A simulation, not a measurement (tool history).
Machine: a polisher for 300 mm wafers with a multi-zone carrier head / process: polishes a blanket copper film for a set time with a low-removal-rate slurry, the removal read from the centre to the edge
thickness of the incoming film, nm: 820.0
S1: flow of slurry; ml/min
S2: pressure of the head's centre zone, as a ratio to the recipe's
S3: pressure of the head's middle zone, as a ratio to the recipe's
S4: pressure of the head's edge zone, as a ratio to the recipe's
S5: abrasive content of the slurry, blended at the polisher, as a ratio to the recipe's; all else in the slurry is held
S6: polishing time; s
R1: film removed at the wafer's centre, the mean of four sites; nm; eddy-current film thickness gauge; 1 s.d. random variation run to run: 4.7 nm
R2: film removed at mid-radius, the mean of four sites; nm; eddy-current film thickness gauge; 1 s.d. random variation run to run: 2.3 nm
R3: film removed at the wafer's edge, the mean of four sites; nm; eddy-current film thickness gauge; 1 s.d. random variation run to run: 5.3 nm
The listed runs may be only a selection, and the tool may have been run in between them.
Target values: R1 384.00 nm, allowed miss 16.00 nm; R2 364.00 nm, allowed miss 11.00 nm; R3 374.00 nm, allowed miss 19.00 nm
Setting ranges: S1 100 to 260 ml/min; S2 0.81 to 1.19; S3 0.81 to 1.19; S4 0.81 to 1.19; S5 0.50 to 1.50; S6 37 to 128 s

run 1 day=0.000 | S1=165 S2=1.00 S3=1.00 S4=1.00 S5=1.00 S6=82 | R1=260.08 R2=265.68 R3=257.88
run 2 day=0.125 | S1=165 S2=1.00 S3=1.00 S4=1.00 S5=1.00 S6=63 | R1=202.03 R2=203.32 R3=202.57
run 3 day=0.150 | S1=165 S2=1.00 S3=1.00 S4=0.94 S5=1.00 S6=63 | R1=203.33 R2=207.36 R3=198.69
run 4 day=0.362 | S1=175 S2=1.02 S3=1.00 S4=1.00 S5=1.15 S6=74 | R1=253.99 R2=253.64 R3=252.90
run 5 day=0.608 | S1=175 S2=1.02 S3=1.00 S4=1.00 S5=1.05 S6=74 | R1=250.22 R2=245.37 R3=250.56
run 6 day=0.679 | S1=150 S2=1.02 S3=1.00 S4=1.00 S5=1.05 S6=74 | R1=244.77 R2=237.90 R3=242.43
run 7 day=0.896 | S1=165 S2=1.07 S3=1.06 S4=1.05 S5=1.20 S6=76 | R1=274.40 R2=266.35 R3=265.55
run 8 day=0.938 | S1=185 S2=1.09 S3=1.07 S4=1.08 S5=1.30 S6=80 | R1=309.83 R2=298.29 R3=300.95
run 9 day=0.971 | S1=200 S2=1.11 S3=1.09 S4=1.11 S5=1.35 S6=81 | R1=328.59 R2=313.28 R3=304.52
run 10 day=1.071 | S1=190 S2=1.11 S3=1.09 S4=1.12 S5=1.40 S6=85 | R1=334.89 R2=324.80 R3=332.01
run 11 day=1.117 | S1=200 S2=1.12 S3=1.09 S4=1.14 S5=1.45 S6=86 | R1=354.15 R2=336.41 R3=344.37
run 12 day=1.142 | S1=210 S2=1.12 S3=1.09 S4=1.15 S5=1.45 S6=87 | R1=361.94 R2=344.68 R3=350.11
run 13 day=1.450 | S1=210 S2=1.12 S3=1.09 S4=1.15 S5=1.45 S6=87 | R1=355.58 R2=345.04 R3=337.47
run 14 day=1.612 | S1=200 S2=1.13 S3=1.11 S4=1.15 S5=1.45 S6=88 | R1=365.99 R2=352.38 R3=340.26
run 15 day=1.658 | S1=205 S2=1.13 S3=1.10 S4=1.16 S5=1.45 S6=89 | R1=364.56 R2=355.01 R3=345.17
run 16 day=1.808 | S1=210 S2=1.13 S3=1.09 S4=1.15 S5=1.45 S6=90 | R1=382.87 R2=359.52 R3=348.60

Consider the 4 candidate settings below. Which is the only one whose results all fall within their allowed miss of target?
run A day=1.958 | S1=185 S2=1.06 S3=1.09 S4=1.19 S5=1.50 S6=91 | R1=? R2=? R3=?
run B day=1.958 | S1=260 S2=1.13 S3=1.16 S4=1.13 S5=1.40 S6=86 | R1=? R2=? R3=?
run C day=1.958 | S1=185 S2=1.10 S3=1.05 S4=1.11 S5=1.45 S6=97 | R1=? R2=? R3=?
run D day=1.958 | S1=260 S2=1.18 S3=1.17 S4=1.05 S5=1.20 S6=89 | R1=? R2=? R3=?

move=A R1=348.40 R2=356.97 R3=360.14
move=B R1=363.88 R2=366.61 R3=337.11
move=C R1=382.18 R2=365.47 R3=367.45
move=D R1=378.76 R2=367.97 R3=323.67
A: meets the target for the result that was furthest off, but another lies outside its allowed miss
B: misses by more than the last run did
C: each result inside its tolerance
D: misses by more than the last run did
So the answer is move C, the one that meets all the targets.
